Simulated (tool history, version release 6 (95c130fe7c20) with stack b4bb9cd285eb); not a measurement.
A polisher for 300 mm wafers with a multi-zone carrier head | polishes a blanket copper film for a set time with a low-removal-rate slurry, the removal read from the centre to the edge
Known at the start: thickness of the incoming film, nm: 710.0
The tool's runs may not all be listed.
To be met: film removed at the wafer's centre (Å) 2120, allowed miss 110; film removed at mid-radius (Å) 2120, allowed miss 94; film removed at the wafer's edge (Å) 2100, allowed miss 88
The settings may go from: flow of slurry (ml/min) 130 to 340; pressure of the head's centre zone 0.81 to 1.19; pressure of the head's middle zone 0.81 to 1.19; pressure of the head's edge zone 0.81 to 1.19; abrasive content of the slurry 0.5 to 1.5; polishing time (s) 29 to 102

| run | hour | flow of slurry (ml/min) | pressure of the head's centre zone | pressure of the head's middle zone | pressure of the head's edge zone | abrasive content of the slurry | polishing time (s) | film removed at the wafer's centre (Å) | film removed at mid-radius (Å) | film removed at the wafer's edge (Å) |
|---|---|---|---|---|---|---|---|---|---|---|
| 1 | 0 | 220 | 1 | 1 | 1 | 1 | 65 | 2606.9 | 2575.8 | 2655.6 |
| 2 | 7.2 | 220 | 0.99 | 1 | 0.98 | 0.9 | 64 | 2474.2 | 2485.5 | 2506.4 |
| 3 | 11.2 | 215 | 0.98 | 0.98 | 0.96 | 0.8 | 64 | 2326.6 | 2383.4 | 2405.6 |
| 4 | 19.6 | 215 | 0.98 | 0.98 | 0.9 | 0.8 | 64 | 2274.4 | 2316.1 | 2392 |
| 5 | 26.4 | 215 | 0.99 | 0.98 | 0.9 | 0.75 | 63 | 2270 | 2295.2 | 2282.9 |
| 6 | 30.9 | 210 | 0.99 | 0.97 | 0.89 | 0.7 | 63 | 2184.5 | 2140.2 | 2201.9 |
| 7 | 35.9 | 210 | 0.99 | 0.98 | 0.88 | 0.7 | 63 | 2182.1 | 2217.6 | 2191 |
| 8 | 36.7 | 200 | 0.99 | 0.95 | 0.84 | 0.6 | 62 | 2004 | 2013.7 | 1989 |
| 9 | 44.5 | 205 | 0.99 | 0.95 | 0.85 | 0.6 | 62 | 2023.6 | 1994.7 | 2004.4 |
| 10 | 52.8 | 210 | 0.99 | 0.96 | 0.86 | 0.6 | 62 | 2065.2 | 2040.1 | 2006.6 |

Which of these 5 next moves meets every target?
| A | 61.1 | 340 | 1.1 | 1.1 | 0.88 | 0.5 | 60 | ? | ? | ? |
| B | 61.1 | 185 | 1.19 | 1.02 | 0.93 | 0.8 | 58 | ? | ? | ? |
| C | 61.1 | 170 | 1.09 | 1.07 | 0.87 | 0.5 | 60 | ? | ? | ? |
| D | 61.1 | 215 | 0.99 | 0.99 | 0.88 | 0.55 | 66 | ? | ? | ? |
| E | 61.1 | 250 | 1.04 | 1.03 | 0.82 | 0.6 | 59 | ? | ? | ? |

| move | film removed at the wafer's centre (Å) | film removed at mid-radius (Å) | film removed at the wafer's edge (Å) |
|---|---|---|---|
| A | 2091.8 | 2159.2 | 1931.2 |
| B | 2346.8 | 2171.6 | 2153.4 |
| C | 1901.1 | 1946.8 | 1812.1 |
| D | 2117.7 | 2155.2 | 2134.9 |
| E | 2061.8 | 2096.5 | 1948.2 |
A: further off than the last run
B: brings the result that was furthest off to its target, and leaves another outside
C: further off than the last run
D: meets every target
E: further off than the last run
The right move is D.

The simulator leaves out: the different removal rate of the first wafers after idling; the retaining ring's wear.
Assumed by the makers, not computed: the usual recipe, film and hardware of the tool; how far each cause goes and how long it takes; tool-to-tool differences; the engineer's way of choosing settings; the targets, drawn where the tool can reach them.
